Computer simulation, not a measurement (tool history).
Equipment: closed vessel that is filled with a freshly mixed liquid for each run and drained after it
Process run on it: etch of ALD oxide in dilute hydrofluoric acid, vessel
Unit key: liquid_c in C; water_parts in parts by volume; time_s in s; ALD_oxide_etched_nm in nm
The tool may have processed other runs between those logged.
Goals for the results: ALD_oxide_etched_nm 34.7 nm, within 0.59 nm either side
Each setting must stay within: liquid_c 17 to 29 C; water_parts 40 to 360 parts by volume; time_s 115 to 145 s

run,day,liquid_c,water_parts,time_s,ALD_oxide_etched_nm
1,0,21,200,145,14.74
2,0.179,22.5,185,145,17.021
3,0.375,22.5,185,115,13.557
4,0.475,22.5,155,115,16.536
5,0.592,24.5,155,115,17.869
6,0.646,25,140,115,20.488
7,0.875,25,140,115,20.626
8,1.146,25.5,130,115,23.044

Consider the 5 candidate settings below. Which is the only one whose results all fall within their allowed miss of target?
A,1.417,24.5,155,115,?
B,1.417,26.5,115,145,?
C,1.417,24.5,155,120,?
D,1.417,24.5,120,125,?
E,1.417,27.5,105,140,?

move,ALD_oxide_etched_nm
A,18.154
B,34.942
C,18.943
D,26.559
E,38.892
A: its largest miss is bigger than the last run's
B: hits every target within its allowed miss
C: its largest miss is bigger than the last run's
D: nearer than the last run, and not there yet
E: carries the result that was furthest off beyond its target, to the other side
Go with B: it meets all targets.
